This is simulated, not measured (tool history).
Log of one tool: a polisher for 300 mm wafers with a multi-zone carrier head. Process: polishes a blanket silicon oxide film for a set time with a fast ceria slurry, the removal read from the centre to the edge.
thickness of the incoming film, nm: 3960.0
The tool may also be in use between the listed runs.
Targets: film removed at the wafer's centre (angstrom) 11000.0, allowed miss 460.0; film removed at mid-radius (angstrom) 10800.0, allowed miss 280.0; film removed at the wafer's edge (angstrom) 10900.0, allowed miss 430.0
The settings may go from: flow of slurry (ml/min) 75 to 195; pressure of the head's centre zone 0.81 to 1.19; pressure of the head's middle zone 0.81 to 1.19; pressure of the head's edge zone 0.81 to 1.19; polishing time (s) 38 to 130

run  hour  flow of slurry (ml/min)  pressure of the head's centre zone  pressure of the head's middle zone  pressure of the head's edge zone  polishing time (s)  film removed at the wafer's centre (angstrom)  film removed at mid-radius (angstrom)  film removed at the wafer's edge (angstrom)
  1   0.0                      125                                1.00                                1.00                              1.00                  84                                         8185.4                                 8573.8                                       8293.4
  2   4.2                      125                                1.00                                1.00                              1.00                  65                                         6245.9                                 6633.2                                       6485.0
  3  10.7                      135                                1.02                                1.01                              1.05                  75                                         7620.3                                 7854.6                                       7548.0
  4  17.8                      135                                1.02                                1.01                              1.05                  59                                         6029.1                                 6090.8                                       5934.7
  5  23.0                      130                                1.02                                1.00                              1.06                  73                                         7330.4                                 7499.8                                       7345.5
  6  27.2                      125                                1.03                                0.99                              1.08                  82                                         8268.5                                 8238.7                                       8474.9
  7  29.1                      125                                1.04                                1.00                              1.10                  87                                         8643.4                                 8831.0                                       8824.3
  8  33.9                      140                                1.03                                0.99                              1.11                  90                                         9183.1                                 9349.1                                       9532.7
  9  37.2                      150                                1.04                                0.99                              1.12                  92                                         9825.4                                 9709.4                                       9805.3
 10  44.9                      155                                1.04                                0.99                              1.13                  94                                         9889.6                                10027.0                                      10201.0
 11  48.5                      160                                1.05                                0.99                              1.14                  95                                        10337.0                                10083.0                                      10381.0

Which of these 4 next moves meets every target?
  A  52.1                      160                                1.18                                0.95                              1.13                 102                                              ?                                      ?                                            ?
  B  52.1                      155                                1.03                                1.00                              1.09                  88                                              ?                                      ?                                            ?
  C  52.1                      130                                1.17                                1.13                              1.04                  97                                              ?                                      ?                                            ?
  D  52.1                      150                                1.08                                1.02                              1.17                 101                                              ?                                      ?                                            ?

move  film removed at the wafer's centre (angstrom)  film removed at mid-radius (angstrom)  film removed at the wafer's edge (angstrom)
   A                                        11972.0                                10436.0                                      10842.0
   B                                         9448.4                                 9313.8                                       9169.5
   C                                        10787.0                                10873.0                                       9636.8
   D                                        11075.0                                10782.0                                      10786.0
A: nearer than the last run, and not there yet
B: further off than the last run
C: brings the result that was furthest off to its target, and leaves another outside
D: meets every target
Answer: D

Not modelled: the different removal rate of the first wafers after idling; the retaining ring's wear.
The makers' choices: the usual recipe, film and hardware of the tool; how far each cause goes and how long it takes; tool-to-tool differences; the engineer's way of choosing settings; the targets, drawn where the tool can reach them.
